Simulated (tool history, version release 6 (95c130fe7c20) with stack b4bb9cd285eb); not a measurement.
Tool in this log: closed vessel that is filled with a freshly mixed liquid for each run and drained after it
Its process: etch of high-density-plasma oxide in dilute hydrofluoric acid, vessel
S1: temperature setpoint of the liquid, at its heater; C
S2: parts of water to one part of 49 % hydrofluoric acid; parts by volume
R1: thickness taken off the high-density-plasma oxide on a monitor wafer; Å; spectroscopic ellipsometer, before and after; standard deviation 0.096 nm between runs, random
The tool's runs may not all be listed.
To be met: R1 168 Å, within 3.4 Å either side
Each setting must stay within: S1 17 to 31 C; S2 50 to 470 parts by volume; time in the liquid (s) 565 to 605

run 1 hour=0 | S1=23 S2=260 time_in_the_liquid_(s)=565 | R1=119.89
run 2 hour=7.7 | S1=24.5 S2=255 time_in_the_liquid_(s)=565 | R1=130.21
run 3 hour=12.4 | S1=22.5 S2=255 time_in_the_liquid_(s)=565 | R1=123.09
run 4 hour=17.1 | S1=22.5 S2=165 time_in_the_liquid_(s)=565 | R1=204.63
run 5 hour=24.7 | S1=24 S2=165 time_in_the_liquid_(s)=565 | R1=220.09
run 6 hour=31.4 | S1=22.5 S2=165 time_in_the_liquid_(s)=565 | R1=204.66
run 7 hour=39.6 | S1=22.5 S2=165 time_in_the_liquid_(s)=565 | R1=204.16
run 8 hour=45.8 | S1=21.5 S2=165 time_in_the_liquid_(s)=565 | R1=197.5
run 9 hour=52.1 | S1=20.5 S2=165 time_in_the_liquid_(s)=565 | R1=190.56
run 10 hour=56.4 | S1=20 S2=165 time_in_the_liquid_(s)=565 | R1=186.33
run 11 hour=60.6 | S1=19.5 S2=165 time_in_the_liquid_(s)=565 | R1=183.75
run 12 hour=68.7 | S1=19 S2=165 time_in_the_liquid_(s)=565 | R1=178.76
run 13 hour=72.3 | S1=19 S2=165 time_in_the_liquid_(s)=565 | R1=181.14
run 14 hour=74.5 | S1=18.5 S2=165 time_in_the_liquid_(s)=565 | R1=176.66
run 15 hour=79.9 | S1=18 S2=165 time_in_the_liquid_(s)=565 | R1=173.23

Which one of the following 4 next-run settings gets every result inside its allowed miss? There is exactly one.
run A hour=85.3 | S1=20 S2=195 time_in_the_liquid_(s)=585 | R1=?
run B hour=85.3 | S1=17.5 S2=185 time_in_the_liquid_(s)=605 | R1=?
run C hour=85.3 | S1=19 S2=185 time_in_the_liquid_(s)=605 | R1=?
run D hour=85.3 | S1=17 S2=170 time_in_the_liquid_(s)=565 | R1=?

move=A R1=160.17
move=B R1=159.77
move=C R1=169.57
move=D R1=161.41
A: the result that was furthest off in the last run now lies on the other side of its target
B: the result that was furthest off in the last run now lies on the other side of its target
C: every result lands within tolerance
D: the result that was furthest off in the last run now lies on the other side of its target
The right move is C.
